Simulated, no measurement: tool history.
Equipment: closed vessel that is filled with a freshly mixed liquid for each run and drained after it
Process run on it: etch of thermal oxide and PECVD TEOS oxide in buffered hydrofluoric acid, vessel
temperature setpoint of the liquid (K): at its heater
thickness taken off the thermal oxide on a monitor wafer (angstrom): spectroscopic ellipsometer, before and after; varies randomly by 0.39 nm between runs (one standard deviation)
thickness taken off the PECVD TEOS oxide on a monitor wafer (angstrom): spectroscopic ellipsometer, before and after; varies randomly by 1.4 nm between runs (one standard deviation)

run	day	temperature setpoint of the liquid (K)	parts of 40 % ammonium fluoride to one part of 49 % hydrofluoric acid (parts by volume)	time in the liquid (s)	thickness taken off the thermal oxide on a monitor wafer (angstrom)	thickness taken off the PECVD TEOS oxide on a monitor wafer (angstrom)
1	0	297.15	9	60	725.9	1443.3
2	0.271	298.65	9	60	783.33	1548.5
3	0.412	300.15	9	60	850.56	1693.3
4	0.608	301.15	9	60	897.97	1780.1
5	0.729	301.65	9	60	923.92	1832
6	0.879	304.65	9	60	1088.2	2161.8
7	1.112	304.15	9	60	1055	2098.6

Expected results for the next run?
8	1.396	303.65	9	60	?	?

Run 8 came out at thickness taken off the thermal oxide on a monitor wafer (angstrom) 1026.4, thickness taken off the PECVD TEOS oxide on a monitor wafer (angstrom) 2042.7.

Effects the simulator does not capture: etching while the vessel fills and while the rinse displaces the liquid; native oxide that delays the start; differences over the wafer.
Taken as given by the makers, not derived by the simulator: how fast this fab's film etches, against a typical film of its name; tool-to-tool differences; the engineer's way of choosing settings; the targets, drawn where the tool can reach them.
